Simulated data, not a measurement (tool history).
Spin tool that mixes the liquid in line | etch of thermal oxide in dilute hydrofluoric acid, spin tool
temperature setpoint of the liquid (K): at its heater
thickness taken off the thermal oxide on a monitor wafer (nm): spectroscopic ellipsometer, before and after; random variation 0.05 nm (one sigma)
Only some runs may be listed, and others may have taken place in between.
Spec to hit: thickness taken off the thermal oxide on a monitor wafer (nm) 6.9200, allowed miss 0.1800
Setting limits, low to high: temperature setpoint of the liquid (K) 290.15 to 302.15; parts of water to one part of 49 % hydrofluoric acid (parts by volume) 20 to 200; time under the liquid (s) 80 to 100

run	day	temperature setpoint of the liquid (K)	parts of water to one part of 49 % hydrofluoric acid (parts by volume)	time under the liquid (s)	thickness taken off the thermal oxide on a monitor wafer (nm)
1	0.000	294.15	110	100	3.8937
2	0.296	291.65	110	100	3.5138
3	0.533	291.65	95	100	4.1300
4	0.583	291.65	95	100	4.1082
5	0.788	292.65	95	100	4.3028
6	0.904	293.65	95	100	4.4513
7	1.183	294.65	95	100	4.6104
8	1.550	295.15	95	100	4.7689
9	1.646	299.15	85	100	6.2980
10	1.762	300.15	85	100	6.5256

Of the 4 settings listed for the next run, only one would bring every result within its allowed miss of target. Which one?
A	1.879	301.65	70	80	?
B	1.879	299.65	75	100	?
C	1.879	301.15	75	95	?
D	1.879	302.15	80	95	?

move	thickness taken off the thermal oxide on a monitor wafer (nm)
A	6.8945
B	7.3846
C	7.4408
D	7.2002
A: meets every target
B: carries the result that was furthest off beyond its target, to the other side
C: carries the result that was furthest off beyond its target, to the other side
D: carries the result that was furthest off beyond its target, to the other side
Go with A: it meets all targets.

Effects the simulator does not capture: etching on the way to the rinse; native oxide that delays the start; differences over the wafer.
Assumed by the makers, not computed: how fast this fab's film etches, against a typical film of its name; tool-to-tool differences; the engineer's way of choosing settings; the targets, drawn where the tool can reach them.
